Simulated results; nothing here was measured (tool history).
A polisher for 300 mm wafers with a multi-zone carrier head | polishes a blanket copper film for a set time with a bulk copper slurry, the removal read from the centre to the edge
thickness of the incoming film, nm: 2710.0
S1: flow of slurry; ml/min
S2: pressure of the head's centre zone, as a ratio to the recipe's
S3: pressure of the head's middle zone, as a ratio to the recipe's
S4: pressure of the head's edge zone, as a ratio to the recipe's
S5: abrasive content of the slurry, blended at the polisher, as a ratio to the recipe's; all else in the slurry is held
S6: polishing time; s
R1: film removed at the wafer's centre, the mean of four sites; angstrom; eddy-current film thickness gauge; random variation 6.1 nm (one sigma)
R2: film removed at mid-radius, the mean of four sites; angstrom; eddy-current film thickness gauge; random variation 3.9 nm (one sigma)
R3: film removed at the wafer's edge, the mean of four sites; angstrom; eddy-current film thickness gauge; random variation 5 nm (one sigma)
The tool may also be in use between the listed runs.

run    day   S1  S2    S3    S4   S5  S6      R1      R2      R3
  1      0  205   1     1     1    1  42  4664.3  4734.1  4738.5
  2  0.292  250   1     1     1    1  42  4944.8  4878.4  4861.5
  3  0.538  250   1     1     1    1  33  3783.5  3877.4  3774.4
  4  0.654  205   1     1     1    1  33    3695    3711    3767
  5  0.933  220   1  1.04  1.01  1.1  35  4045.6  4194.3  4018.9
  6  1.133  220   1  1.04  1.05  1.1  35    4056  4242.3  4148.8

Run 7 comes next. What will it give?
  7  1.158  230  0.99  1.07  1.07  1.2  36   ?   ?   ?

R1: 4256.1 angstrom
R2: 4595.1 angstrom
R3: 4303.5 angstrom
